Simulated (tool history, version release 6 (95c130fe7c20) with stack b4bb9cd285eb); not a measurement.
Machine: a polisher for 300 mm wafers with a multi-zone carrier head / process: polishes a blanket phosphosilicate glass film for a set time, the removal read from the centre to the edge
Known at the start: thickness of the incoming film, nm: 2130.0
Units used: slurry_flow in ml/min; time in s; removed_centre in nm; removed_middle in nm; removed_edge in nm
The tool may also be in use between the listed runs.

| run | hour | slurry_flow | centre_zone | middle_zone | edge_zone | slurry_solids | time | removed_centre | removed_middle | removed_edge |
|---|---|---|---|---|---|---|---|---|---|---|
| 1 | 0.0 | 285 | 1.00 | 1.00 | 1.00 | 1.00 | 82 | 491.16 | 496.83 | 509.92 |
| 2 | 4.7 | 300 | 1.05 | 0.98 | 1.01 | 1.00 | 82 | 523.43 | 497.99 | 520.19 |
| 3 | 6.7 | 300 | 1.05 | 0.98 | 0.97 | 1.00 | 82 | 523.48 | 492.36 | 508.80 |
| 4 | 10.6 | 300 | 0.97 | 0.98 | 0.97 | 1.00 | 82 | 486.36 | 492.99 | 507.18 |
| 5 | 15.2 | 300 | 0.97 | 1.07 | 0.97 | 1.00 | 82 | 482.92 | 531.16 | 506.62 |
| 6 | 17.2 | 320 | 1.03 | 1.02 | 0.98 | 1.00 | 82 | 517.34 | 519.00 | 517.68 |
| 7 | 18.3 | 375 | 1.13 | 0.92 | 0.94 | 1.05 | 82 | 588.39 | 500.62 | 516.73 |

Forecast run 8:
| 8 | 23.7 | 375 | 1.15 | 0.90 | 0.95 | 1.05 | 82 | ? | ? | ? |

removed_centre: 601.60 nm
removed_middle: 480.08 nm
removed_edge: 522.87 nm
